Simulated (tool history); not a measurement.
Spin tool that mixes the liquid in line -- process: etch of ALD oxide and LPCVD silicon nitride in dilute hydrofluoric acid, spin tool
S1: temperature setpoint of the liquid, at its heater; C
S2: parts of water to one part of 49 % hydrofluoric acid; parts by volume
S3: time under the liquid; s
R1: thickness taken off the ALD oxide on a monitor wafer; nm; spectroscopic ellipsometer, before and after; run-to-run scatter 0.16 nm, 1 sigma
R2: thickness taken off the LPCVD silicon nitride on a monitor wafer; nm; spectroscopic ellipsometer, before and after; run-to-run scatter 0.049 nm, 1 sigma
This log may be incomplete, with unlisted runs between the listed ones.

run 1 hour=0 | S1=23 S2=270 S3=180 | R1=9.8939 R2=0.33732
run 2 hour=3.4 | S1=24 S2=250 S3=180 | R1=11.281 R2=0.40783
run 3 hour=10.8 | S1=24.5 S2=230 S3=180 | R1=12.676 R2=0.38839
run 4 hour=16.1 | S1=24.5 S2=230 S3=110 | R1=7.7316 R2=0.26107
run 5 hour=23 | S1=22.5 S2=230 S3=110 | R1=7.1464 R2=0.22022
run 6 hour=24 | S1=22.5 S2=320 S3=110 | R1=4.7267 R2=0.14533
run 7 hour=28.6 | S1=23.5 S2=280 S3=110 | R1=5.8828 R2=0.20306
run 8 hour=33.4 | S1=24 S2=245 S3=115 | R1=7.3403 R2=0.23654
run 9 hour=39.7 | S1=25 S2=215 S3=115 | R1=9.0196 R2=0.27498
run 10 hour=44.8 | S1=26 S2=195 S3=115 | R1=10.615 R2=0.32733
run 11 hour=47.2 | S1=26.5 S2=180 S3=115 | R1=11.772 R2=0.34907
run 12 hour=49.7 | S1=30.5 S2=70 S3=115 | R1=41.296 R2=1.3355
run 13 hour=52.5 | S1=26.5 S2=70 S3=115 | R1=35.655 R2=0.97443
run 14 hour=60.2 | S1=25.5 S2=75 S3=115 | R1=31.492 R2=0.77589

What will run 15 give?
run 15 hour=61.4 | S1=21.5 S2=90 S3=115 | R1=? R2=?

{"run 15": {"R1": 21.709, "R2": 0.5218}}

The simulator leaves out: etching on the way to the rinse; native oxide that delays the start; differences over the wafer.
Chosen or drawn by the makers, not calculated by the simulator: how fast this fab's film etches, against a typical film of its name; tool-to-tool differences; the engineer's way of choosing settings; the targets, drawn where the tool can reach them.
